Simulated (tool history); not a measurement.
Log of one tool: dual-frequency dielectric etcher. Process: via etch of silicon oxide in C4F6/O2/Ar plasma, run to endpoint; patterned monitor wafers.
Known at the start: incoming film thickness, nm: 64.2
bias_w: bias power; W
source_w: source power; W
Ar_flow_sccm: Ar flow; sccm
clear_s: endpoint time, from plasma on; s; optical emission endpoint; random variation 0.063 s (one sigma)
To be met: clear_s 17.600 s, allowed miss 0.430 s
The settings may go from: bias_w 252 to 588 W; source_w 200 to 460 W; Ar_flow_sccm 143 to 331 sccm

run,hour,bias_w,source_w,Ar_flow_sccm,clear_s
1,0.0,420,330,237,15.187
2,6.0,420,290,237,15.841
3,7.5,420,290,203,15.603
4,14.6,464,290,203,15.000
5,17.2,464,310,203,14.721
6,21.4,440,300,204,15.263
7,26.3,421,300,205,15.363
8,27.9,403,290,206,15.918
9,32.2,390,290,206,15.961
10,40.3,376,290,207,16.274
11,46.3,366,290,207,16.310
12,49.3,356,290,208,16.443
13,55.8,347,290,208,16.674
14,64.2,340,290,208,16.755

5 next moves are on the table. One of them brings every result within its allowed miss. Which?
A,72.6,354,320,205,?
B,72.6,320,230,199,?
C,72.6,353,210,187,?
D,72.6,336,250,215,?
E,72.6,409,300,189,?

move,clear_s
A,15.952
B,18.360
C,18.240
D,17.720
E,15.454
A: further off than the last run
B: takes the result that was furthest off past its target
C: takes the result that was furthest off past its target
D: meets every target
E: further off than the last run
Answer: D

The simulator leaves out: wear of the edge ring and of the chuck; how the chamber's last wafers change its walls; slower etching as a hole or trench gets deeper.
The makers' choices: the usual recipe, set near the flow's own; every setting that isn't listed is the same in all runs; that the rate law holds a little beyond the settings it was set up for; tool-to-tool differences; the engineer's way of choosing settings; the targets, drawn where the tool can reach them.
